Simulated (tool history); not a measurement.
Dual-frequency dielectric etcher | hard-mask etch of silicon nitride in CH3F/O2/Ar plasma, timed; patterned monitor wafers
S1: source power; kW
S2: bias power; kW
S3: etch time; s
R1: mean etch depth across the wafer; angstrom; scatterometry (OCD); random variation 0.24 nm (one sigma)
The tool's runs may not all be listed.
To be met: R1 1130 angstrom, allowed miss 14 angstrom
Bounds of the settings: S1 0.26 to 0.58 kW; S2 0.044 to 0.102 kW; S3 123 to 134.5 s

{"run": 1, "hour": 0.0, "S1": 0.42, "S2": 0.073, "S3": 134.5, "R1": 994.33}
{"run": 2, "hour": 3.8, "S1": 0.42, "S2": 0.085, "S3": 134.5, "R1": 1047.1}
{"run": 3, "hour": 10.5, "S1": 0.43, "S2": 0.085, "S3": 134.5, "R1": 1054.3}
{"run": 4, "hour": 15.6, "S1": 0.44, "S2": 0.085, "S3": 134.5, "R1": 1059.6}
{"run": 5, "hour": 17.5, "S1": 0.45, "S2": 0.085, "S3": 134.5, "R1": 1068.3}
{"run": 6, "hour": 19.0, "S1": 0.48, "S2": 0.085, "S3": 134.5, "R1": 1091}
{"run": 7, "hour": 25.7, "S1": 0.49, "S2": 0.085, "S3": 134.5, "R1": 1095.7}
{"run": 8, "hour": 27.1, "S1": 0.5, "S2": 0.085, "S3": 134.5, "R1": 1105.8}

5 next moves are on the table. One of them brings every result within its allowed miss. Which?
{"run": "A", "hour": 28.5, "S1": 0.53, "S2": 0.087, "S3": 129.5, "R1": "?"}
{"run": "B", "hour": 28.5, "S1": 0.52, "S2": 0.09, "S3": 133, "R1": "?"}
{"run": "C", "hour": 28.5, "S1": 0.52, "S2": 0.084, "S3": 131, "R1": "?"}
{"run": "D", "hour": 28.5, "S1": 0.51, "S2": 0.082, "S3": 134.5, "R1": "?"}
{"run": "E", "hour": 28.5, "S1": 0.49, "S2": 0.086, "S3": 134.5, "R1": "?"}

move=A R1=1095.6
move=B R1=1131.1
move=C R1=1088.9
move=D R1=1102.4
move=E R1=1105.7
A: further off than the last run
B: meets every target
C: further off than the last run
D: further off than the last run
E: as far off as the last run
Move B is the one to make.

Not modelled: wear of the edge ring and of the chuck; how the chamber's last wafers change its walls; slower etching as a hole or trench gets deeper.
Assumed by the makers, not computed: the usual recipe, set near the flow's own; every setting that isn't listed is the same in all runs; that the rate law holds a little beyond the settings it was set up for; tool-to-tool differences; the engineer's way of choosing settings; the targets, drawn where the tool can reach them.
